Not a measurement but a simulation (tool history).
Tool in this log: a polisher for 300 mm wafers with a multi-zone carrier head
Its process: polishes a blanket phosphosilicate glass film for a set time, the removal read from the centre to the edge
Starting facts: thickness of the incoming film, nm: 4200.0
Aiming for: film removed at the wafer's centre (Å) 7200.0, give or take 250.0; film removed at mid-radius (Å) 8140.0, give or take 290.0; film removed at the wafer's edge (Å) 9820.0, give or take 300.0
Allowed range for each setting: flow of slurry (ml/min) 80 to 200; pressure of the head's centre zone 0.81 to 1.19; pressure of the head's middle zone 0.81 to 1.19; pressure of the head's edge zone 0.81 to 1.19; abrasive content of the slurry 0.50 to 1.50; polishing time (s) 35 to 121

run,hour,flow of slurry (ml/min),pressure of the head's centre zone,pressure of the head's middle zone,pressure of the head's edge zone,abrasive content of the slurry,polishing time (s),film removed at the wafer's centre (Å),film removed at mid-radius (Å),film removed at the wafer's edge (Å)
1,0.0,130,1.00,1.00,1.00,1.00,78,9632.9,9743.0,9787.5
2,6.9,130,1.00,1.00,1.00,0.80,78,8143.6,8256.6,8325.9
3,10.2,125,0.95,0.97,1.06,0.85,78,7789.4,8542.6,8882.7
4,14.6,125,0.95,0.97,1.06,1.05,78,9245.9,9591.8,10166.0
5,22.4,125,0.89,0.97,1.06,1.05,78,8565.1,9631.5,10333.0
6,25.9,115,0.87,0.94,1.06,1.05,78,8264.0,9143.9,10048.0
7,28.5,105,0.85,0.92,1.08,1.05,78,7859.7,9076.6,10037.0
8,29.1,105,0.85,0.92,1.08,1.05,78,7779.8,9037.5,9981.2
9,29.8,100,0.84,0.89,1.09,1.05,78,7699.8,8521.9,10037.0

5 next moves are on the table. One of them brings every result within its allowed miss. Which?
A,30.5,85,0.84,0.87,1.11,1.05,79,?,?,?
B,30.5,80,0.89,0.93,1.12,1.15,72,?,?,?
C,30.5,110,0.91,0.90,1.08,1.00,74,?,?,?
D,30.5,80,0.88,0.85,1.19,0.95,82,?,?,?
E,30.5,80,0.88,1.02,1.00,1.05,77,?,?,?

move,film removed at the wafer's centre (Å),film removed at mid-radius (Å),film removed at the wafer's edge (Å)
A,7201.4,8232.8,9729.5
B,7152.2,8100.6,9245.2
C,7765.5,8273.7,9201.5
D,7162.8,7717.9,9637.7
E,7180.4,8776.8,8928.0
A: all results land within tolerance of their targets
B: the worst result of the last run now meets its target, but another is out of spec
C: moves away from the targets compared with the last run
D: the worst result of the last run now meets its target, but another is out of spec
E: the worst result of the last run now meets its target, but another is out of spec
Go with A: it meets all targets.

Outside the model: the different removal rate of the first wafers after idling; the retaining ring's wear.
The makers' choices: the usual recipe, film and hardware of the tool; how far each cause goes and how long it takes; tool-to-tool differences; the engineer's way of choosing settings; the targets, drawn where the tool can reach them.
